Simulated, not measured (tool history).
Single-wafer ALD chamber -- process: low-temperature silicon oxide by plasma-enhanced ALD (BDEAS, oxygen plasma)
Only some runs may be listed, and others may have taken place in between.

| run | hour | heater temperature setpoint (deg C) | number of ALD cycles (cycles) | mean film thickness on the monitor wafer (Å) |
|---|---|---|---|---|
| 1 | 0 | 95 | 64 | 103.71 |
| 2 | 5.5 | 89 | 66 | 110.25 |
| 3 | 10.8 | 85 | 66 | 111.83 |
| 4 | 12.9 | 85 | 73 | 123.46 |
| 5 | 21.7 | 88 | 73 | 122.12 |
| 6 | 24.8 | 88 | 65 | 108.88 |
| 7 | 32.6 | 83 | 65 | 110.76 |
| 8 | 38.9 | 80 | 66 | 114.14 |

The next listed run, before its measurement:
| 9 | 39.5 | 80 | 66 | ? |

mean film thickness on the monitor wafer (Å): 113.6

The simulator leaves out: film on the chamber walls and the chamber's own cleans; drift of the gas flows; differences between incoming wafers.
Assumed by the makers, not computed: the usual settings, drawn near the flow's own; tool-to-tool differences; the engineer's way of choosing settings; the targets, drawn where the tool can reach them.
